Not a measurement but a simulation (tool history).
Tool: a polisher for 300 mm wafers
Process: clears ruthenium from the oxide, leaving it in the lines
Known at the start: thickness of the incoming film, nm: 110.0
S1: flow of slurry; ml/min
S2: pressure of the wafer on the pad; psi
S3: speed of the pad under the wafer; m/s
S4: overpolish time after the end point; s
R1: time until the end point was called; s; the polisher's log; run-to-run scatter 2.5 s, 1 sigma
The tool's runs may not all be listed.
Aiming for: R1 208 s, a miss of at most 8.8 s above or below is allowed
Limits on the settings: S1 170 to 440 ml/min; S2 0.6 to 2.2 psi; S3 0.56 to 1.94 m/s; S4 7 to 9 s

run,hour,S1,S2,S3,S4,R1
1,0,280,1.4,1.24,9,112.9
2,6.8,280,1.4,1.42,9,98.401
3,7.8,280,1.4,1.42,7,98.436
4,9.8,280,1.2,1.36,7,118.25
5,10.6,280,1.1,1.32,7,132.6
6,16.1,280,1,1.3,7,148.87
7,19.5,280,0.9,1.3,7,163.94
8,27.6,280,0.6,1.28,7,241.99

Below are 5 possible settings for the next run. Only one of them brings all results inside the allowed miss of their targets. Which is it?
A,35.7,310,0.9,1.12,7,?
B,35.7,310,0.6,1.08,8,?
C,35.7,245,0.8,1.16,7,?
D,35.7,345,0.6,1.62,8,?
E,35.7,180,0.8,1.34,9,?

move,R1
A,187.77
B,285.18
C,208.15
D,190.53
E,189.2
A: takes the biggest miss from the last run beyond its target
B: further off than the last run
C: in spec on every target
D: takes the biggest miss from the last run beyond its target
E: takes the biggest miss from the last run beyond its target
The right move is C.

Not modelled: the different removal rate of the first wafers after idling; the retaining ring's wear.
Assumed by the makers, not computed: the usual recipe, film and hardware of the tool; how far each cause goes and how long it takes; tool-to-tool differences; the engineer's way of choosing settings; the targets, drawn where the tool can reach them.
